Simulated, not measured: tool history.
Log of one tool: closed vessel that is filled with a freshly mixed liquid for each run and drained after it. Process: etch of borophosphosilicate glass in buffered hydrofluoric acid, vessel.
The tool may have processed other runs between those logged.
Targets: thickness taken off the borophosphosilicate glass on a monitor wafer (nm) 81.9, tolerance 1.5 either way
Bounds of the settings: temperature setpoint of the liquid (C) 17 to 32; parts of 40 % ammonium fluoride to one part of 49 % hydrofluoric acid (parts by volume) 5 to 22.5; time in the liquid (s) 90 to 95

run    day  temperature setpoint of the liquid (C)  parts of 40 % ammonium fluoride to one part of 49 % hydrofluoric acid (parts by volume)  time in the liquid (s)  thickness taken off the borophosphosilicate glass on a monitor wafer (nm)
  1      0                                      24                                                                                     13.5                      90                                                                     125.13
  2  0.267                                      24                                                                                     13.5                      95                                                                     131.63
  3  0.288                                      24                                                                                     13.5                      95                                                                     132.13
  4  0.662                                      24                                                                                     13.5                      90                                                                     123.96
  5  0.971                                    26.5                                                                                     13.5                      90                                                                     143.24
  6  1.033                                    25.5                                                                                     13.5                      90                                                                     135.09
  7  1.196                                    21.5                                                                                       14                      90                                                                     105.44
  8  1.254                                      21                                                                                       14                      90                                                                     102.61
  9  1.492                                    20.5                                                                                       14                      90                                                                     100.56
 10  1.738                                      20                                                                                       14                      90                                                                     96.235
 11  1.971                                    19.5                                                                                       14                      90                                                                     93.879
 12  2.312                                      19                                                                                       14                      90                                                                     91.514
 13  2.417                                      19                                                                                       14                      90                                                                     92.038

Exactly one of the 4 candidate moves below puts every result within its allowed miss. Which one?
  A  2.521                                    19.5                                                                                       18                      95                                                                          ?
  B  2.521                                    19.5                                                                                       14                      95                                                                          ?
  C  2.521                                      18                                                                                     15.5                      95                                                                          ?
  D  2.521                                      17                                                                                       15                      90                                                                          ?

move  thickness taken off the borophosphosilicate glass on a monitor wafer (nm)
   A                                                                     77.784
   B                                                                     99.745
   C                                                                     82.948
   D                                                                     76.732
A: moves the result that the last run missed by most past its target, out the other side
B: the biggest miss grows against the last run
C: every result within its allowed miss
D: moves the result that the last run missed by most past its target, out the other side
So the answer is move C, the one that meets all the targets.

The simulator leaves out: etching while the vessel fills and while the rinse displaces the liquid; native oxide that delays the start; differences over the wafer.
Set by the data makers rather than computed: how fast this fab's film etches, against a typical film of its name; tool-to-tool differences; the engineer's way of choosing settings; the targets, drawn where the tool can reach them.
